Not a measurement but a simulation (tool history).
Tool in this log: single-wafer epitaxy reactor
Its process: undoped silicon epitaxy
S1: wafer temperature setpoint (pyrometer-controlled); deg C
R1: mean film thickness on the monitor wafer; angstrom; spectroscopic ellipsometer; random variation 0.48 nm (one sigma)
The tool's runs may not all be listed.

run 1 hour=0 | S1=670 deposition_time_(s)=189 | R1=542.07
run 2 hour=3.3 | S1=675 deposition_time_(s)=189 | R1=599.62
run 3 hour=10.3 | S1=675 deposition_time_(s)=179 | R1=568.93
run 4 hour=19.4 | S1=666 deposition_time_(s)=179 | R1=478.93
run 5 hour=23.3 | S1=666 deposition_time_(s)=170 | R1=454.36
run 6 hour=23.9 | S1=662 deposition_time_(s)=170 | R1=416.28
run 7 hour=30.4 | S1=669 deposition_time_(s)=173 | R1=493.87
run 8 hour=36.1 | S1=675 deposition_time_(s)=174 | R1=557.55
run 9 hour=44.5 | S1=687 deposition_time_(s)=184 | R1=737.26

For run 10, what comes out?
run 10 hour=48.5 | S1=689 deposition_time_(s)=184 | R1=?

R1: 763.58 angstrom
